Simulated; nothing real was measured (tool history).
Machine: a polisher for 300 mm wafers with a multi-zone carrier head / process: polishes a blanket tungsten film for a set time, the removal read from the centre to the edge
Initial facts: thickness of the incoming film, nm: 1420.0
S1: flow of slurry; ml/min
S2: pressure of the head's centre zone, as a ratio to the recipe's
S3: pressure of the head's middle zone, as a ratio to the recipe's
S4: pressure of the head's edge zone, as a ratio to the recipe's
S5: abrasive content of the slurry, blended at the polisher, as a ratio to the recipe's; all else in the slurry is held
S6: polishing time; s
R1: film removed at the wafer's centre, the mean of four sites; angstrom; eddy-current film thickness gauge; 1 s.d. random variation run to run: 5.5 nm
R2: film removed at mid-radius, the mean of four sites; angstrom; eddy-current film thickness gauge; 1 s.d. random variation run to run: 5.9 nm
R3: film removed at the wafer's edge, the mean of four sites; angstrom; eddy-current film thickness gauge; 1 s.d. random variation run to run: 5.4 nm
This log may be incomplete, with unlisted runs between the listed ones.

run	hour	S1	S2	S3	S4	S5	S6	R1	R2	R3
1	0.0	170	1.00	1.00	1.00	1.00	66	3342.6	3154.5	3131.7
2	2.4	180	1.00	1.04	1.01	1.10	69	3639.9	3492.7	3345.1
3	3.1	185	0.99	1.07	1.02	1.15	72	3863.7	3730.7	3561.8
4	11.4	190	0.97	1.09	1.01	1.20	75	3914.0	4077.4	3697.4
# hour 18.1: centre zone pressure recalibrated
5	18.1	190	0.93	1.09	1.01	1.20	75	3482.0	4079.1	3692.8
6	26.7	190	0.86	1.09	1.01	1.20	75	3147.9	4103.2	3741.0

What does the tool deliver on the next run?
7	30.4	195	0.89	1.10	1.02	1.25	77	?	?	?

R1: 3437.1 angstrom
R2: 4153.4 angstrom
R3: 3870.8 angstrom

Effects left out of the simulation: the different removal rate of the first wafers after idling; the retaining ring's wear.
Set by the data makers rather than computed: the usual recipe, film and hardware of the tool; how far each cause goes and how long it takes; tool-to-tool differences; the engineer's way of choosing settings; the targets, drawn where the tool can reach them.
